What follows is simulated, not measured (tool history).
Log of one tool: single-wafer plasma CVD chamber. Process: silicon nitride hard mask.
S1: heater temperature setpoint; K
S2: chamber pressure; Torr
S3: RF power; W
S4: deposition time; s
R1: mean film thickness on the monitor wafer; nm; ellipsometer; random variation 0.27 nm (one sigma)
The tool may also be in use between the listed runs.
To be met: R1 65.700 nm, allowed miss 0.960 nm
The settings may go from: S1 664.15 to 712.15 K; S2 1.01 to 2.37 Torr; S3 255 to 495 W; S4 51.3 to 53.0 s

Run 1, hour 0.0: S1 688.15 K, S2 1.69 Torr, S3 375 W, S4 51.3 s. Result: R1 70.036 nm.
Run 2, hour 3.3: S1 692.15 K, S2 1.69 Torr, S3 375 W, S4 51.3 s. Result: R1 69.752 nm.
Run 3, hour 10.2: S1 692.15 K, S2 1.69 Torr, S3 375 W, S4 51.3 s. Result: R1 70.220 nm.
Run 4, hour 11.7: S1 692.15 K, S2 1.41 Torr, S3 375 W, S4 51.3 s. Result: R1 66.772 nm.
Run 5, hour 17.4: S1 692.15 K, S2 1.39 Torr, S3 375 W, S4 51.3 s. Result: R1 66.670 nm.
Run 6, hour 20.2: S1 692.15 K, S2 1.39 Torr, S3 350 W, S4 51.3 s. Result: R1 64.118 nm.
Run 7, hour 24.5: S1 692.15 K, S2 1.43 Torr, S3 350 W, S4 51.3 s. Result: R1 64.472 nm.
Run 8, hour 25.0: S1 692.15 K, S2 1.46 Torr, S3 350 W, S4 51.3 s. Result: R1 64.868 nm.

4 next moves are on the table. One of them brings every result within its allowed miss. Which?
Run A, hour 25.5: S1 692.15 K, S2 1.59 Torr, S3 340 W, S4 51.8 s. Result: R1 ?.
Run B, hour 25.5: S1 690.15 K, S2 1.32 Torr, S3 335 W, S4 53.0 s. Result: R1 ?.
Run C, hour 25.5: S1 682.15 K, S2 1.47 Torr, S3 315 W, S4 53.0 s. Result: R1 ?.
Run D, hour 25.5: S1 699.15 K, S2 1.55 Torr, S3 370 W, S4 51.3 s. Result: R1 ?.

move      R1
   A  65.260
   B  63.314
   C  62.672
   D  67.497
A: meets every target
B: further off than the last run
C: further off than the last run
D: takes the result that was furthest off past its target
The right move is A.

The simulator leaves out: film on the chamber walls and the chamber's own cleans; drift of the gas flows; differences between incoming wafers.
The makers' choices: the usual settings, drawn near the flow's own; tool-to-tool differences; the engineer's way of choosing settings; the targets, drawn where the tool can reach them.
